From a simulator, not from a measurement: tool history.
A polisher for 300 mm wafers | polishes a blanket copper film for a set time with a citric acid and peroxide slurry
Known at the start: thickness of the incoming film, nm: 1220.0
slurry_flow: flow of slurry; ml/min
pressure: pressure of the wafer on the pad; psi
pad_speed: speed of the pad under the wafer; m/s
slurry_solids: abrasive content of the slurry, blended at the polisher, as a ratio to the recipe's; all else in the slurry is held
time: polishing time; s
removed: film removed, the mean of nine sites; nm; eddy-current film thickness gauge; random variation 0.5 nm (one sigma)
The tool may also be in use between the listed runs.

{"run": 1, "hour": 0.0, "slurry_flow": 200, "pressure": 4, "pad_speed": 0.82, "slurry_solids": 1, "time": 33, "removed": 75.252}
{"run": 2, "hour": 3.3, "slurry_flow": 200, "pressure": 3.5, "pad_speed": 0.82, "slurry_solids": 1, "time": 33, "removed": 67.237}
{"run": 3, "hour": 6.0, "slurry_flow": 200, "pressure": 3.5, "pad_speed": 0.96, "slurry_solids": 1, "time": 33, "removed": 76.891}
{"run": 4, "hour": 13.4, "slurry_flow": 200, "pressure": 3, "pad_speed": 0.94, "slurry_solids": 1, "time": 33, "removed": 64.949}
{"run": 5, "hour": 19.4, "slurry_flow": 235, "pressure": 3, "pad_speed": 0.94, "slurry_solids": 1, "time": 33, "removed": 66.486}
{"run": 6, "hour": 21.4, "slurry_flow": 235, "pressure": 3, "pad_speed": 0.94, "slurry_solids": 1, "time": 31, "removed": 62.851}
{"run": 7, "hour": 22.5, "slurry_flow": 235, "pressure": 2.7, "pad_speed": 0.94, "slurry_solids": 1, "time": 31, "removed": 56.699}
{"run": 8, "hour": 25.5, "slurry_flow": 235, "pressure": 2.5, "pad_speed": 0.94, "slurry_solids": 1, "time": 31, "removed": 53.545}

The next listed run, before its measurement:
{"run": 9, "hour": 31.2, "slurry_flow": 235, "pressure": 2.4, "pad_speed": 0.94, "slurry_solids": 1, "time": 31, "removed": "?"}

removed: 51.295 nm
